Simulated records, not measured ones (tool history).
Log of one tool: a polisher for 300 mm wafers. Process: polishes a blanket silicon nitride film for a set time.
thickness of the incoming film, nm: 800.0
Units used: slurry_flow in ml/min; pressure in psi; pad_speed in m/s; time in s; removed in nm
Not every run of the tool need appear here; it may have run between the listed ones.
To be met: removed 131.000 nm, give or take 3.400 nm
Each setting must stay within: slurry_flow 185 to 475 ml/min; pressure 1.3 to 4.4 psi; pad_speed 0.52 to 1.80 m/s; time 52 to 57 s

{"run": 1, "hour": 0.0, "slurry_flow": 305, "pressure": 2.8, "pad_speed": 1.16, "time": 57, "removed": 75.3}
{"run": 2, "hour": 3.1, "slurry_flow": 305, "pressure": 2.3, "pad_speed": 1.16, "time": 57, "removed": 61.762}
{"run": 3, "hour": 9.6, "slurry_flow": 305, "pressure": 2.7, "pad_speed": 1.16, "time": 57, "removed": 71.435}
{"run": 4, "hour": 11.4, "slurry_flow": 305, "pressure": 3.0, "pad_speed": 1.16, "time": 57, "removed": 80.938}
{"run": 5, "hour": 19.1, "slurry_flow": 305, "pressure": 3.2, "pad_speed": 1.16, "time": 57, "removed": 85.963}
{"run": 6, "hour": 27.9, "slurry_flow": 305, "pressure": 3.2, "pad_speed": 1.16, "time": 52, "removed": 77.962}
{"run": 7, "hour": 29.0, "slurry_flow": 305, "pressure": 3.4, "pad_speed": 1.2, "time": 52, "removed": 85.591}
{"run": 8, "hour": 35.8, "slurry_flow": 305, "pressure": 3.6, "pad_speed": 1.24, "time": 52, "removed": 92.447}

Exactly one of the 4 candidate moves below puts every result within its allowed miss. Which one?
{"run": "A", "hour": 42.6, "slurry_flow": 190, "pressure": 4.3, "pad_speed": 1.54, "time": 54, "removed": "?"}
{"run": "B", "hour": 42.6, "slurry_flow": 210, "pressure": 4.2, "pad_speed": 1.4, "time": 57, "removed": "?"}
{"run": "C", "hour": 42.6, "slurry_flow": 310, "pressure": 4.4, "pad_speed": 1.22, "time": 57, "removed": "?"}
{"run": "D", "hour": 42.6, "slurry_flow": 420, "pressure": 4.3, "pad_speed": 1.2, "time": 57, "removed": "?"}

move=A removed=129.560
move=B removed=125.220
move=C removed=121.740
move=D removed=120.000
A: hits every target within its allowed miss
B: closes in on the targets versus the last run, not all within tolerance yet
C: closes in on the targets versus the last run, not all within tolerance yet
D: closes in on the targets versus the last run, not all within tolerance yet
The right move is A.

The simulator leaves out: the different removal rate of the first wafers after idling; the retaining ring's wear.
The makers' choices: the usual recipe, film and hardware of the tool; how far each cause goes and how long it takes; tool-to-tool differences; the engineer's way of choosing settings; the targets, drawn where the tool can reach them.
